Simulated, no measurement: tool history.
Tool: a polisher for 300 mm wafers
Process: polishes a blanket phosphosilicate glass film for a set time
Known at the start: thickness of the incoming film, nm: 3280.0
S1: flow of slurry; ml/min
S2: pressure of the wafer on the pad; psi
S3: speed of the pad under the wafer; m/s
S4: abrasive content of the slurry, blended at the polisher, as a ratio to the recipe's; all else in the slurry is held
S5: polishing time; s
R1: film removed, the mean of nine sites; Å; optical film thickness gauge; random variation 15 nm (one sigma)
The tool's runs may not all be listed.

run	hour	S1	S2	S3	S4	S5	R1
1	0	180	2.4	1	1	119	7008.9
2	2.9	180	2.4	1	1	119	7026.4
3	6.9	180	2.6	1.02	1	119	7504.2
4	9.2	225	2.6	1.02	1	119	7624.5
5	12	225	2.6	1.24	1	119	8913.6
6	15.7	225	2.6	1.24	1	119	8938.1

The next listed run, before its measurement:
7	17.2	225	2.7	1.24	1	119	?

Run 7 gave R1 9189.5 Å.
